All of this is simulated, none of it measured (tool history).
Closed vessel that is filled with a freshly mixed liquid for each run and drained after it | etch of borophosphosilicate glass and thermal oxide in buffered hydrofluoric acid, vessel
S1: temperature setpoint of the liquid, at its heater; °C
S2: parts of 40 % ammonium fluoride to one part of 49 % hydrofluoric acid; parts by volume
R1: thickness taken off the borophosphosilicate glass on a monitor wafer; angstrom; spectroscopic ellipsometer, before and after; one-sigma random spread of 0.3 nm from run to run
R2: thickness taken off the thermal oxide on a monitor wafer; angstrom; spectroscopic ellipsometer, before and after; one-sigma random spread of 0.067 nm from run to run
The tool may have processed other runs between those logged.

{"run": 1, "hour": 0.0, "S1": 23, "S2": 22, "time in the liquid (s)": 60, "R1": 715.05, "R2": 287.53}
{"run": 2, "hour": 2.2, "S1": 20, "S2": 22, "time in the liquid (s)": 60, "R1": 609.29, "R2": 241.8}
{"run": 3, "hour": 4.9, "S1": 20, "S2": 22, "time in the liquid (s)": 75, "R1": 753.5, "R2": 304.82}
{"run": 4, "hour": 6.0, "S1": 18, "S2": 22, "time in the liquid (s)": 75, "R1": 686.27, "R2": 272.16}
{"run": 5, "hour": 7.7, "S1": 18, "S2": 22, "time in the liquid (s)": 95, "R1": 846.39, "R2": 344.34}
{"run": 6, "hour": 14.7, "S1": 21, "S2": 22, "time in the liquid (s)": 95, "R1": 1016.2, "R2": 408.17}
{"run": 7, "hour": 16.6, "S1": 20, "S2": 23.5, "time in the liquid (s)": 85, "R1": 830.49, "R2": 327.9}
{"run": 8, "hour": 21.5, "S1": 17, "S2": 30, "time in the liquid (s)": 55, "R1": 371.98, "R2": 148.35}
{"run": 9, "hour": 22.8, "S1": 17, "S2": 30, "time in the liquid (s)": 45, "R1": 306.76, "R2": 121.98}

What will run 10 give?
{"run": 10, "hour": 28.9, "S1": 17.5, "S2": 30, "time in the liquid (s)": 45, "R1": "?", "R2": "?"}

{"run 10": {"R1": 310.46, "R2": 126.23}}
